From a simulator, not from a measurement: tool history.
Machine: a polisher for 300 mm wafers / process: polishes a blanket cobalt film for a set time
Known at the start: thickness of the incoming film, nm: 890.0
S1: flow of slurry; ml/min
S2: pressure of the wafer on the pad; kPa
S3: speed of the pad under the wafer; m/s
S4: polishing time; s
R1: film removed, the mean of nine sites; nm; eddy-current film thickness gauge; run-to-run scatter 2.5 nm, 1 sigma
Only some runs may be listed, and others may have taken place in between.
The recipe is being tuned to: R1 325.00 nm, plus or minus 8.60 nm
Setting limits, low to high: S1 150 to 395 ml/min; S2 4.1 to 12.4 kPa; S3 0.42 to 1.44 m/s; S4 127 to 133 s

run	hour	S1	S2	S3	S4	R1
1	0.0	250	8.3	0.92	127	417.24
2	8.8	200	8.3	0.92	127	400.42
3	11.6	200	8.3	0.92	133	415.25
4	17.1	260	8.3	0.92	133	428.16
5	20.9	260	8.3	1.08	133	514.49
6	22.5	205	8.3	1.08	133	493.67
7	31.0	200	7.6	1.08	133	458.32
8	32.8	200	7.6	1.08	133	456.78
9	41.4	195	6.9	1.08	133	430.22

Exercise: of the 4 proposed moves below, exactly one satisfies all targets within the stated allowed misses. Which move is it?
A	50.0	150	8.3	0.84	127	?
B	50.0	260	7.6	1.14	133	?
C	50.0	165	8.3	1.10	128	?
D	50.0	165	5.5	1.04	127	?

move	R1
A	347.52
B	501.15
C	464.09
D	327.91
A: an improvement on the last run, though not all results are within tolerance
B: further off than the last run
C: further off than the last run
D: each result inside its tolerance
Correct choice: D, which meets every target

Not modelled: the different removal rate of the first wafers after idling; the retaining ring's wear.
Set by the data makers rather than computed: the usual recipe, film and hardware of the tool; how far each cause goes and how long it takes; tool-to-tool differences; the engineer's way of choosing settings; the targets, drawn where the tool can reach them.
